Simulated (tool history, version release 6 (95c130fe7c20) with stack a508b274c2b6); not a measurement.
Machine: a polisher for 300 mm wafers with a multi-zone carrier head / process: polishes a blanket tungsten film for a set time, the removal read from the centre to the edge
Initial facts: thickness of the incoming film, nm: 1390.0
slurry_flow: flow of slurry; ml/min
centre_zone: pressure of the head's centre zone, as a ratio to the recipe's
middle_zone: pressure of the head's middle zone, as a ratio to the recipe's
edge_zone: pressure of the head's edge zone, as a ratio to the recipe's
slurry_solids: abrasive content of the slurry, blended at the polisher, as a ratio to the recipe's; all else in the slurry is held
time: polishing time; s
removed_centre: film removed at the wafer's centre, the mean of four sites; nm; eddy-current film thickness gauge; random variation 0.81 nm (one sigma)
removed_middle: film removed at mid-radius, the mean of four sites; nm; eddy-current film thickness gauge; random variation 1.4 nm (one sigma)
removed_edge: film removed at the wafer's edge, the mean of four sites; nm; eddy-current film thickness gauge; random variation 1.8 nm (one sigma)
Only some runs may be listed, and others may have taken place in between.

run  hour  slurry_flow  centre_zone  middle_zone  edge_zone  slurry_solids  time  removed_centre  removed_middle  removed_edge
  1   0.0          195         1.00         1.00       1.00           1.00    51          194.35          197.96        189.18
  2   5.2          195         1.00         1.00       0.94           1.00    51          193.26          195.00        185.81
  3   6.5          195         1.00         1.00       0.89           1.00    51          194.11          193.01        179.33
  4  10.9          175         0.94         0.99       0.95           0.85    50          168.08          178.66        174.13
  5  12.3          175         0.94         0.99       0.91           0.85    50          167.30          179.31        172.47
  6  13.5          175         0.94         0.99       0.97           0.85    50          168.26          176.97        178.44

Run 7, settings as shown, results not yet in. Your forecast:
  7  21.6          160         0.90         1.01       0.97           0.75    49               ?               ?             ?

{"run 7": {"removed_centre": 149.7, "removed_middle": 166.65, "removed_edge": 165.0}}
